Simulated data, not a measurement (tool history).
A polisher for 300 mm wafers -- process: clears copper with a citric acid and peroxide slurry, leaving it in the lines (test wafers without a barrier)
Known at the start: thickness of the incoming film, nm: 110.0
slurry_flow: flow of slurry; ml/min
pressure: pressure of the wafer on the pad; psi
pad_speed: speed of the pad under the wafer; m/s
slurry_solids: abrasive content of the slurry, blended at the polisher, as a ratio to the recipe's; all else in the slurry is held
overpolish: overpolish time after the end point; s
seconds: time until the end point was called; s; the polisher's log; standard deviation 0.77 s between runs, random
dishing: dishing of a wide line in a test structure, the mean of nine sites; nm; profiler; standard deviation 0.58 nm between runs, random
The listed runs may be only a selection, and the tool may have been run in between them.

Run 1, day 0.000: slurry_flow 240 ml/min, pressure 2.2 psi, pad_speed 0.88 m/s, slurry_solids 1.0, overpolish 14 s. Result: seconds 59.740 s, dishing 18.169 nm.
Run 2, day 0.083: slurry_flow 240 ml/min, pressure 2.2 psi, pad_speed 0.88 m/s, slurry_solids 0.8, overpolish 14 s. Result: seconds 65.589 s, dishing 17.519 nm.
Run 3, day 0.392: slurry_flow 240 ml/min, pressure 2.2 psi, pad_speed 0.88 m/s, slurry_solids 0.8, overpolish 17 s. Result: seconds 67.454 s, dishing 20.661 nm.
Run 4, day 0.583: slurry_flow 240 ml/min, pressure 2.2 psi, pad_speed 0.88 m/s, slurry_solids 0.7, overpolish 17 s. Result: seconds 67.312 s, dishing 19.684 nm.
Run 5, day 0.608: slurry_flow 240 ml/min, pressure 2.4 psi, pad_speed 0.88 m/s, slurry_solids 0.7, overpolish 17 s. Result: seconds 65.088 s, dishing 20.507 nm.
Run 6, day 0.762: slurry_flow 240 ml/min, pressure 2.4 psi, pad_speed 0.88 m/s, slurry_solids 0.6, overpolish 17 s. Result: seconds 68.138 s, dishing 19.578 nm.
Run 7, day 1.125: slurry_flow 240 ml/min, pressure 3.0 psi, pad_speed 0.90 m/s, slurry_solids 0.6, overpolish 19 s. Result: seconds 56.399 s, dishing 27.146 nm.

The next listed run, before its measurement:
Run 8, day 1.383: slurry_flow 240 ml/min, pressure 3.0 psi, pad_speed 0.90 m/s, slurry_solids 0.6, overpolish 19 s. Result: seconds ?, dishing ?.

For run 8 the tool returned seconds 55.131 s, dishing 26.594 nm.
